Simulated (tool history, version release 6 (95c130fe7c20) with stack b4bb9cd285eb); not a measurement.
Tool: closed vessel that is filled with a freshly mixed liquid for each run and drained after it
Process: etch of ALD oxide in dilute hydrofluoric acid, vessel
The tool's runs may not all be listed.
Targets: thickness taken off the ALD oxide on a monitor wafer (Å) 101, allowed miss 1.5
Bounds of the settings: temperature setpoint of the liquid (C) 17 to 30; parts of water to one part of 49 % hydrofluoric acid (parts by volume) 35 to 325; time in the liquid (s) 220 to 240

run  hour  temperature setpoint of the liquid (C)  parts of water to one part of 49 % hydrofluoric acid (parts by volume)  time in the liquid (s)  thickness taken off the ALD oxide on a monitor wafer (Å)
  1     0                                      22                                                                     180                     220                                                    121.19
  2   8.6                                    19.5                                                                     180                     220                                                    109.69
  3   9.9                                    19.5                                                                     205                     220                                                    94.322
  4  13.3                                      20                                                                     205                     220                                                    96.043
  5  14.2                                      20                                                                     225                     220                                                    85.953
  6  23.5                                      21                                                                     225                     220                                                    89.426
  7  24.4                                    21.5                                                                     225                     220                                                    91.049
  8  29.5                                      22                                                                     225                     220                                                    92.697
  9    33                                    22.5                                                                     225                     220                                                    94.411
 10  39.7                                      23                                                                     225                     220                                                    96.279
 11  42.5                                    23.5                                                                     225                     220                                                    97.618

5 next moves are on the table. One of them brings every result within its allowed miss. Which?
  A  45.3                                      25                                                                     240                     225                                                         ?
  B  45.3                                    23.5                                                                     245                     240                                                         ?
  C  45.3                                    19.5                                                                     210                     235                                                         ?
  D  45.3                                    22.5                                                                     220                     230                                                         ?
  E  45.3                                      21                                                                     225                     235                                                         ?

move  thickness taken off the ALD oxide on a monitor wafer (Å)
   A                                                    97.251
   B                                                    95.799
   C                                                    97.558
   D                                                     101.1
   E                                                     95.02
A: further off than the last run
B: further off than the last run
C: as far off as the last run
D: meets every target
E: further off than the last run
Move D is the one to make.
